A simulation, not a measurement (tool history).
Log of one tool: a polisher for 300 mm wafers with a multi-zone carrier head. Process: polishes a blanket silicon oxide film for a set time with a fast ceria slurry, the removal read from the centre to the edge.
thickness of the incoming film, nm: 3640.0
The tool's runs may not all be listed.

run	hour	flow of slurry (ml/min)	pressure of the head's centre zone	pressure of the head's middle zone	pressure of the head's edge zone	polishing time (s)	film removed at the wafer's centre (nm)	film removed at mid-radius (nm)	film removed at the wafer's edge (nm)
1	0	255	1	1	1	44	838.33	865.79	861.47
2	5.5	255	1	1	1	54	1039.9	1069.4	1077.7
3	12.5	255	0.94	1	1	54	956.04	1071	1021.4
4	15	215	0.94	1	1	54	961.04	1039.3	1024.7
5	21	215	0.94	1.04	1	54	950.44	1083.1	1025.1
6	24.2	240	0.95	1.05	0.94	52	918.98	1070.6	974.37
7	32.4	260	0.98	1.07	0.9	50	951.01	1043.7	891.19

The next listed run, before its measurement:
8	38.4	255	0.97	1.07	0.88	50	?	?	?

Run 8 gave film removed at the wafer's centre (nm) 934.66, film removed at mid-radius (nm) 1038.7, film removed at the wafer's edge (nm) 901.12.

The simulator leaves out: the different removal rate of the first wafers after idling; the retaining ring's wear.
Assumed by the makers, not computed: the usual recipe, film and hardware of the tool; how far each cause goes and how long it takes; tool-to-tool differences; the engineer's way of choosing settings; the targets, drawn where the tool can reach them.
